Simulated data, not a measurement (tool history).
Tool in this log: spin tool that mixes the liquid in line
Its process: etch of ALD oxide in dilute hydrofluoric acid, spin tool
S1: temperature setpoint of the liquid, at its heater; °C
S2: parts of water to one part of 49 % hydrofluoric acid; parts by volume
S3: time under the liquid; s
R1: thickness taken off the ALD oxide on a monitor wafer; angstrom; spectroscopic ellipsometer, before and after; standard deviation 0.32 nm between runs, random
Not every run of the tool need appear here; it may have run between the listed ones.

run	hour	S1	S2	S3	R1
1	0.0	25.0	280	205	189.31
2	4.3	22.0	280	205	170.03
3	7.5	23.0	255	205	197.77
4	16.1	23.0	340	205	137.52
5	22.3	25.5	340	205	149.40
6	28.7	25.5	340	220	160.34
7	29.6	26.5	310	220	186.77

Predict the results of run 8:
8	34.8	27.0	280	220	?

{"run 8": {"R1": 217.28}}
